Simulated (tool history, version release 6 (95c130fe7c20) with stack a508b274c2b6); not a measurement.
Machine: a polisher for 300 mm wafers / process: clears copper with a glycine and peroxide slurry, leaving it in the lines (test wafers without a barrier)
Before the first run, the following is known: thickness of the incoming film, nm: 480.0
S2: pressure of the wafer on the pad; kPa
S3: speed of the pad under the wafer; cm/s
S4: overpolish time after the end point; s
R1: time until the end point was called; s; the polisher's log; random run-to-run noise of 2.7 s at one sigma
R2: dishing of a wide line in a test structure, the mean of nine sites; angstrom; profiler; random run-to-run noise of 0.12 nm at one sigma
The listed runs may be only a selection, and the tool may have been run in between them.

{"run": 1, "hour": 0.0, "flow of slurry (ml/min)": 315, "S2": 13.8, "S3": 88, "S4": 12, "R1": 95.084, "R2": 393.2}
{"run": 2, "hour": 2.9, "flow of slurry (ml/min)": 285, "S2": 11.7, "S3": 80, "S4": 10, "R1": 111.3, "R2": 289.69}
{"run": 3, "hour": 8.2, "flow of slurry (ml/min)": 285, "S2": 14.5, "S3": 80, "S4": 10, "R1": 98.732, "R2": 333.38}
{"run": 4, "hour": 13.2, "flow of slurry (ml/min)": 345, "S2": 14.5, "S3": 80, "S4": 10, "R1": 96.306, "R2": 335.33}
{"run": 5, "hour": 21.2, "flow of slurry (ml/min)": 345, "S2": 14.5, "S3": 80, "S4": 7, "R1": 95.793, "R2": 242.17}
{"run": 6, "hour": 29.2, "flow of slurry (ml/min)": 385, "S2": 12.4, "S3": 74, "S4": 6, "R1": 109.96, "R2": 180.15}
{"run": 7, "hour": 36.4, "flow of slurry (ml/min)": 415, "S2": 11, "S3": 72, "S4": 5, "R1": 116.47, "R2": 140.71}
{"run": 8, "hour": 45.2, "flow of slurry (ml/min)": 415, "S2": 11, "S3": 72, "S4": 5, "R1": 121.26, "R2": 144.16}
{"run": 9, "hour": 52.2, "flow of slurry (ml/min)": 435, "S2": 9.7, "S3": 74, "S4": 5, "R1": 129.14, "R2": 133.82}

For run 10, what comes out?
{"run": 10, "hour": 55.2, "flow of slurry (ml/min)": 450, "S2": 9.7, "S3": 68, "S4": 5, "R1": "?", "R2": "?"}

Run 10 produced R1 128.97 s, R2 129.89 angstrom.

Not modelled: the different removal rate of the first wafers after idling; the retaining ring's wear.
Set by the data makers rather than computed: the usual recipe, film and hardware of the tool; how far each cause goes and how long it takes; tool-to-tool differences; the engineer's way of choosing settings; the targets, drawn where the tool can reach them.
